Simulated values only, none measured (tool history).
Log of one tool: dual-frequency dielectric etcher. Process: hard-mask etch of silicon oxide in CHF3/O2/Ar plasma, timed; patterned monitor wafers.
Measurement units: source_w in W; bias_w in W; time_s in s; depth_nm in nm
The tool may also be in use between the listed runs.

run  hour  source_w  bias_w  time_s  depth_nm
  1   0.0       730     144    15.5    31.028
  2   1.6       780     144    15.5    31.339
  3   9.6       780     144    15.5    31.228
  4  13.8       730     139    15.5    30.635
  5  14.9       690     135    15.5    29.670
  6  18.6       660     134    15.5    29.412
  7  22.6       640     133    15.5    29.204

Predict the results of run 8:
  8  29.5       620     132    15.5         ?

Run 8 gave depth_nm 28.842 nm.
